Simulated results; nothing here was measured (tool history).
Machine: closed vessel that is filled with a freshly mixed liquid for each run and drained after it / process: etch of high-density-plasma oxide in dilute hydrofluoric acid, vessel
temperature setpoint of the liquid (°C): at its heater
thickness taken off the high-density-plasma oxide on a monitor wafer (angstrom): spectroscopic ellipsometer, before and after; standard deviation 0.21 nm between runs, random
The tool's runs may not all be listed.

run  hour  temperature setpoint of the liquid (°C)  parts of water to one part of 49 % hydrofluoric acid (parts by volume)  time in the liquid (s)  thickness taken off the high-density-plasma oxide on a monitor wafer (angstrom)
  1     0                                       26                                                                     200                     800                                                                           289.26
  2   2.6                                     23.5                                                                     200                     800                                                                           265.74
  3     9                                     23.5                                                                     200                     855                                                                           280.37
  4  14.7                                     26.5                                                                     180                     855                                                                           356.95
  5  17.2                                       30                                                                     180                     855                                                                            405.6
  6  19.7                                       30                                                                     180                     800                                                                           378.12

Forecast run 7:
  7  21.1                                       34                                                                     100                     800                                                                                ?

{"run 7": {"thickness taken off the high-density-plasma oxide on a monitor wafer (angstrom)": 877.06}}

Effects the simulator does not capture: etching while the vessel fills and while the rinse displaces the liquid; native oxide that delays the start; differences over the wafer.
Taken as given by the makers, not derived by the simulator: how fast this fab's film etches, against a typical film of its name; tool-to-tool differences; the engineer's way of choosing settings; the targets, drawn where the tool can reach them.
